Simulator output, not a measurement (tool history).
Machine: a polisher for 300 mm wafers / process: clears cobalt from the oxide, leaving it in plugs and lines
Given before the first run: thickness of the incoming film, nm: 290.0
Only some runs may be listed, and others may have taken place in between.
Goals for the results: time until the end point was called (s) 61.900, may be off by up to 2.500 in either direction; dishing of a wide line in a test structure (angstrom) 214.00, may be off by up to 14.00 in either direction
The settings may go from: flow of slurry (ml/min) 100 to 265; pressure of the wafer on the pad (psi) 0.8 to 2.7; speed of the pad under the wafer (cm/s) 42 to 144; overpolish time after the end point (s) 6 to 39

run,hour,flow of slurry (ml/min),pressure of the wafer on the pad (psi),speed of the pad under the wafer (cm/s),overpolish time after the end point (s),time until the end point was called (s),dishing of a wide line in a test structure (angstrom)
1,0.0,170,1.7,92,20,73.492,384.52
2,5.0,170,1.7,92,17,75.878,338.64
3,5.9,170,1.7,92,22,75.392,410.01
4,14.2,170,1.8,92,19,72.278,377.46
5,22.6,170,1.8,80,19,84.284,352.79
6,30.1,170,1.8,66,19,100.880,324.31
7,36.8,185,2.0,66,16,90.948,303.09
8,43.2,200,2.1,66,14,87.933,303.41
9,49.9,180,2.2,66,12,85.542,272.63
10,57.3,165,2.3,68,11,81.215,275.48
11,64.4,150,2.4,70,10,78.244,260.19
12,69.6,140,2.5,72,9,75.199,244.98
13,75.6,130,2.5,74,8,73.723,237.64
14,79.8,125,2.5,76,8,72.799,235.00
15,88.0,120,2.5,78,8,69.722,244.34

Below are 5 possible settings for the next run. Only one of them brings all results inside the allowed miss of their targets. Which is it?
A,96.2,120,2.5,72,11,?,?
B,96.2,100,2.7,78,6,?,?
C,96.2,150,2.6,84,6,?,?
D,96.2,130,2.7,86,10,?,?
E,96.2,195,2.1,70,12,?,?

move,time until the end point was called (s),dishing of a wide line in a test structure (angstrom)
A,75.559,286.52
B,68.037,203.01
C,61.040,219.87
D,59.213,312.18
E,82.527,286.67
A: further off than the last run
B: nearer than the last run, and not there yet
C: each result inside its tolerance
D: the result that was furthest off in the last run now lies on the other side of its target
E: further off than the last run
Go with C: it meets all targets.
